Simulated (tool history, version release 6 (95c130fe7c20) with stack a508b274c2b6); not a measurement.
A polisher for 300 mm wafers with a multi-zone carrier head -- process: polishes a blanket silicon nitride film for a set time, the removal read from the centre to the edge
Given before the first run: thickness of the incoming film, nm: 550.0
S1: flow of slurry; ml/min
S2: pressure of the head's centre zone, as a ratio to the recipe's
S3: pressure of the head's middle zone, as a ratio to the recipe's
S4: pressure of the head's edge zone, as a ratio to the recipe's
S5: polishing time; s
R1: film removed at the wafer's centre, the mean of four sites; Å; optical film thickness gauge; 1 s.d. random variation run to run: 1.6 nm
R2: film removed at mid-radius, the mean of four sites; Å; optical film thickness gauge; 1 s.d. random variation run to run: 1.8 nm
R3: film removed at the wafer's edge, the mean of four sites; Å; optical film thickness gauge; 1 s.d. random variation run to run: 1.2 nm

run 1 hour=0.0 | S1=315 S2=1.00 S3=1.00 S4=1.00 S5=68 | R1=1364.7 R2=1322.3 R3=1316.4
run 2 hour=0.9 | S1=315 S2=1.00 S3=1.01 S4=1.03 S5=71 | R1=1427.2 R2=1414.8 R3=1421.1
run 3 hour=2.0 | S1=320 S2=1.01 S3=1.02 S4=1.05 S5=72 | R1=1465.7 R2=1441.7 R3=1419.0
run 4 hour=5.1 | S1=275 S2=1.01 S3=1.02 S4=1.05 S5=72 | R1=1433.4 R2=1452.2 R3=1427.8
run 5 hour=7.7 | S1=275 S2=1.01 S3=0.97 S4=1.05 S5=72 | R1=1448.3 R2=1392.5 R3=1425.7
run 6 hour=14.5 | S1=310 S2=1.01 S3=0.97 S4=1.05 S5=72 | R1=1479.1 R2=1397.1 R3=1439.5
run 7 hour=21.9 | S1=315 S2=1.01 S3=0.97 S4=1.07 S5=74 | R1=1474.3 R2=1438.9 R3=1493.0
run 8 hour=23.5 | S1=335 S2=1.10 S3=1.02 S4=1.17 S5=86 | R1=1887.6 R2=1748.0 R3=1808.9
run 9 hour=30.3 | S1=335 S2=1.09 S3=1.02 S4=1.17 S5=86 | R1=1903.0 R2=1759.1 R3=1827.9
run 10 hour=31.5 | S1=330 S2=1.08 S3=1.02 S4=1.17 S5=86 | R1=1884.0 R2=1734.9 R3=1822.3

Predict the results of run 11:
run 11 hour=36.9 | S1=330 S2=1.07 S3=1.02 S4=1.17 S5=86 | R1=? R2=? R3=?

{"run 11": {"R1": 1848.9, "R2": 1736.8, "R3": 1825.6}}
